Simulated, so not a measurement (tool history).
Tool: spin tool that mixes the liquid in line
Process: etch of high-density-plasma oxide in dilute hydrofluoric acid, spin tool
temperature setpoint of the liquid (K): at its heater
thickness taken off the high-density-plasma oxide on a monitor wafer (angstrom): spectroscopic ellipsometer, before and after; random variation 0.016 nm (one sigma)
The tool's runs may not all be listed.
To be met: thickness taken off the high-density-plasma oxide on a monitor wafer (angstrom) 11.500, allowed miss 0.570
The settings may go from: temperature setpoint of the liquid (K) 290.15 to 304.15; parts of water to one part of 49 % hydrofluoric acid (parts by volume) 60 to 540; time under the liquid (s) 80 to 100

run,day,temperature setpoint of the liquid (K),parts of water to one part of 49 % hydrofluoric acid (parts by volume),time under the liquid (s),thickness taken off the high-density-plasma oxide on a monitor wafer (angstrom)
1,0.000,296.15,300,100,15.441
2,0.342,298.65,300,100,16.676
3,0.679,298.65,300,80,13.278
4,1.000,298.65,300,80,13.511
# day 1.112: hydrofluoric acid flow meter replaced
5,1.112,298.65,300,100,15.506
6,1.479,298.65,325,100,13.885
7,1.675,298.65,340,100,13.074
8,1.771,298.15,350,100,12.426
9,1.988,298.15,355,100,12.066

Which of these 5 next moves meets every target?
A,2.204,294.65,255,80,?
B,2.204,299.15,345,100,?
C,2.204,297.65,345,100,?
D,2.204,302.15,345,80,?
E,2.204,297.65,340,100,?

move,thickness taken off the high-density-plasma oxide on a monitor wafer (angstrom)
A,13.433
B,13.307
C,12.659
D,11.730
E,12.906
A: further off than the last run
B: further off than the last run
C: further off than the last run
D: meets every target
E: further off than the last run
Move D is the one to make.
